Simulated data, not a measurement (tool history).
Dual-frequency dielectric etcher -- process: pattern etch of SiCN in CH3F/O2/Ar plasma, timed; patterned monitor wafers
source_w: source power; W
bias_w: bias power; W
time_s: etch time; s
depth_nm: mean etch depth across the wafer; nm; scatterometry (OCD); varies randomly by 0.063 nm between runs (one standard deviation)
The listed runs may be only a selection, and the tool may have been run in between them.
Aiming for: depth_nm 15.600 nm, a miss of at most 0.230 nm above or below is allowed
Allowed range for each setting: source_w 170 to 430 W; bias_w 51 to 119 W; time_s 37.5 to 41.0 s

run 1 hour=0.0 | source_w=300 bias_w=85 time_s=41.0 | depth_nm=14.230
run 2 hour=6.6 | source_w=320 bias_w=86 time_s=41.0 | depth_nm=14.549
run 3 hour=11.7 | source_w=340 bias_w=87 time_s=41.0 | depth_nm=14.865
run 4 hour=12.6 | source_w=340 bias_w=78 time_s=41.0 | depth_nm=14.402
run 5 hour=18.6 | source_w=340 bias_w=66 time_s=41.0 | depth_nm=13.821
run 6 hour=22.6 | source_w=340 bias_w=66 time_s=37.5 | depth_nm=12.520
run 7 hour=31.6 | source_w=360 bias_w=73 time_s=37.5 | depth_nm=13.208
run 8 hour=38.3 | source_w=380 bias_w=81 time_s=37.5 | depth_nm=13.876
run 9 hour=41.4 | source_w=390 bias_w=87 time_s=37.5 | depth_nm=14.210
run 10 hour=45.5 | source_w=400 bias_w=92 time_s=37.5 | depth_nm=14.700
run 11 hour=50.1 | source_w=430 bias_w=98 time_s=37.5 | depth_nm=15.261
run 12 hour=52.0 | source_w=430 bias_w=99 time_s=37.5 | depth_nm=15.323

4 next moves are on the table. One of them brings every result within its allowed miss. Which?
run A hour=53.9 | source_w=380 bias_w=106 time_s=37.5 | depth_nm=?
run B hour=53.9 | source_w=330 bias_w=106 time_s=39.0 | depth_nm=?
run C hour=53.9 | source_w=420 bias_w=100 time_s=38.5 | depth_nm=?
run D hour=53.9 | source_w=430 bias_w=90 time_s=37.5 | depth_nm=?

move=A depth_nm=15.021
move=B depth_nm=14.921
move=C depth_nm=15.648
move=D depth_nm=14.869
A: lands further from the targets than the last run did
B: lands further from the targets than the last run did
C: all results in spec
D: lands further from the targets than the last run did
Go with C: it meets all targets.
